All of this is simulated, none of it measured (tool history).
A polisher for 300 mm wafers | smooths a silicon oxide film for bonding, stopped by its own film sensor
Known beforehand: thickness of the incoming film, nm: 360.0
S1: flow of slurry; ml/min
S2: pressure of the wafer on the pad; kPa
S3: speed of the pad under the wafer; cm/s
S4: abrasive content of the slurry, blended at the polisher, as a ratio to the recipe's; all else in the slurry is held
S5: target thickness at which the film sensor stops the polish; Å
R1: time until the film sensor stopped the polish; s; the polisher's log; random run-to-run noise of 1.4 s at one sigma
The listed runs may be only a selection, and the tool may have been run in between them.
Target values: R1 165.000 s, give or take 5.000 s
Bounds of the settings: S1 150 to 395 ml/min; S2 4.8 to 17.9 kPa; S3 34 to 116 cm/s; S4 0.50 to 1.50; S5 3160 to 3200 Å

run 1 hour=0.0 | S1=250 S2=11.0 S3=74 S4=1.00 S5=3160 | R1=64.129
run 2 hour=8.0 | S1=250 S2=11.0 S3=58 S4=1.00 S5=3160 | R1=72.410
run 3 hour=12.0 | S1=250 S2=11.0 S3=58 S4=1.00 S5=3200 | R1=65.658
run 4 hour=17.0 | S1=250 S2=9.7 S3=52 S4=0.95 S5=3200 | R1=81.752
run 5 hour=22.9 | S1=250 S2=8.3 S3=48 S4=0.90 S5=3200 | R1=100.140
run 6 hour=29.0 | S1=250 S2=8.3 S3=62 S4=0.90 S5=3200 | R1=89.756
run 7 hour=31.5 | S1=250 S2=8.3 S3=62 S4=0.90 S5=3200 | R1=89.670
run 8 hour=37.9 | S1=250 S2=7.6 S3=56 S4=0.90 S5=3200 | R1=102.360
run 9 hour=41.1 | S1=250 S2=6.9 S3=52 S4=0.90 S5=3200 | R1=114.890
run 10 hour=48.4 | S1=250 S2=6.2 S3=48 S4=0.90 S5=3200 | R1=131.010
run 11 hour=57.4 | S1=250 S2=6.2 S3=46 S4=0.90 S5=3200 | R1=135.130
run 12 hour=59.7 | S1=240 S2=4.8 S3=38 S4=0.90 S5=3200 | R1=178.680
run 13 hour=67.3 | S1=250 S2=4.8 S3=38 S4=0.90 S5=3200 | R1=180.820
run 14 hour=72.5 | S1=250 S2=5.5 S3=38 S4=0.90 S5=3200 | R1=159.970

Exercise: of the 4 proposed moves below, exactly one satisfies all targets within the stated allowed misses. Which move is it?
run A hour=77.7 | S1=225 S2=5.5 S3=38 S4=1.00 S5=3200 | R1=?
run B hour=77.7 | S1=195 S2=4.8 S3=36 S4=1.20 S5=3190 | R1=?
run C hour=77.7 | S1=290 S2=5.5 S3=40 S4=0.90 S5=3200 | R1=?
run D hour=77.7 | S1=230 S2=6.2 S3=40 S4=0.90 S5=3170 | R1=?

move=A R1=153.820
move=B R1=168.810
move=C R1=156.710
move=D R1=153.360
A: the biggest miss grows against the last run
B: every result within its allowed miss
C: the biggest miss grows against the last run
D: the biggest miss grows against the last run
Move B is the one to make.
